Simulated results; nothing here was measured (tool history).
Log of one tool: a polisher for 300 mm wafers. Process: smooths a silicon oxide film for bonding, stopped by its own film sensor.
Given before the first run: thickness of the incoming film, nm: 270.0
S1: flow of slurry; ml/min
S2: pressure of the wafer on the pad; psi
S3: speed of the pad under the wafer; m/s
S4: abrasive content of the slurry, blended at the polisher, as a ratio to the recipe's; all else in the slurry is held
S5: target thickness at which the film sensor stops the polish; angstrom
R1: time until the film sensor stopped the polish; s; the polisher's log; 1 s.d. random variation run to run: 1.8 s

run  hour   S1   S2    S3  S4    S5      R1
  1     0  220  2.4  0.72   1  2120  71.927
  2   1.8  255  2.4  0.72   1  2120  70.916
  3   4.6  255  2.4  0.72   1  2090  74.079
  4  10.5  255  2.4  0.86   1  2090  64.468
  5  17.2  255  2.4  0.86   1  2090  63.768
  6  25.2  255  2.1  0.84   1  2090  76.791
  7  27.1  255  1.9  0.84   1  2090   80.92

Forecast run 8:
  8  31.5  255  1.7  0.82   1  2090   ?

{"run 8": {"R1": 94.675}}
